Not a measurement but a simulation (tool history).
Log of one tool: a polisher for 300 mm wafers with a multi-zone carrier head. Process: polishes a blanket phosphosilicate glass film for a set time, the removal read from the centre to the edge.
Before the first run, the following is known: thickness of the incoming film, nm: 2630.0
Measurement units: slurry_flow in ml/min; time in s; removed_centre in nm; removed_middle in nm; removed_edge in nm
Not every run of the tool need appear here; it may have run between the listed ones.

run,day,slurry_flow,centre_zone,middle_zone,edge_zone,slurry_solids,time,removed_centre,removed_middle,removed_edge
1,0,240,1,1,1,1,70,473.92,460.21,474.42
2,0.312,240,1,1.08,1,1,70,469.49,501.68,472.72
3,0.408,245,1.03,1.05,1.04,1.1,70,505.76,496.34,503.28
4,0.488,245,1.03,1.02,1.04,1.1,70,504.52,494.21,500.7
5,0.596,300,1.03,1.02,1.04,1.1,70,518.85,499.9,500.28
6,0.817,300,1.03,1.02,1.04,1.1,78,568.65,550.31,552.87

The next listed run, before its measurement:
7,1.125,320,1.1,0.92,1.14,1.25,78,?,?,?

Run 7 measured removed_centre 635.82 nm, removed_middle 535.18 nm, removed_edge 608.85 nm.
